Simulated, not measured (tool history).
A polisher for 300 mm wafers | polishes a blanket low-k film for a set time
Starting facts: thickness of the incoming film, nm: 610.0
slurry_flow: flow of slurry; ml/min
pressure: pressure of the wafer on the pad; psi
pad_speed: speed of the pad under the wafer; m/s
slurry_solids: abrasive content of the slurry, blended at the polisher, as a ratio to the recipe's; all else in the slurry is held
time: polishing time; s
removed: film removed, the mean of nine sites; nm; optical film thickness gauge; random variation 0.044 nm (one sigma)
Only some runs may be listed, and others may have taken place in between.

| run | hour | slurry_flow | pressure | pad_speed | slurry_solids | time | removed |
|---|---|---|---|---|---|---|---|
| 1 | 0.0 | 175 | 2.2 | 0.90 | 1.0 | 46 | 15.9290 |
| 2 | 0.7 | 170 | 2.0 | 0.84 | 1.0 | 46 | 13.5130 |
| 3 | 9.0 | 135 | 2.0 | 0.84 | 1.0 | 46 | 13.4060 |
| 4 | 17.8 | 135 | 2.0 | 0.84 | 0.9 | 46 | 12.8200 |
| 5 | 25.7 | 135 | 1.9 | 0.80 | 0.9 | 46 | 11.7620 |
| 6 | 33.9 | 135 | 1.8 | 0.76 | 0.9 | 46 | 10.6760 |
| 7 | 34.7 | 135 | 1.7 | 0.74 | 0.9 | 46 | 9.8934 |
| 8 | 38.7 | 135 | 1.6 | 0.72 | 0.9 | 46 | 9.0576 |
| 9 | 44.3 | 135 | 1.5 | 0.72 | 0.9 | 46 | 8.5452 |
| 10 | 51.4 | 120 | 1.0 | 0.62 | 0.9 | 46 | 5.0505 |

The next listed run, before its measurement:
| 11 | 59.2 | 130 | 1.0 | 0.62 | 0.9 | 46 | ? |

{"run 11": {"removed": 5.1294}}
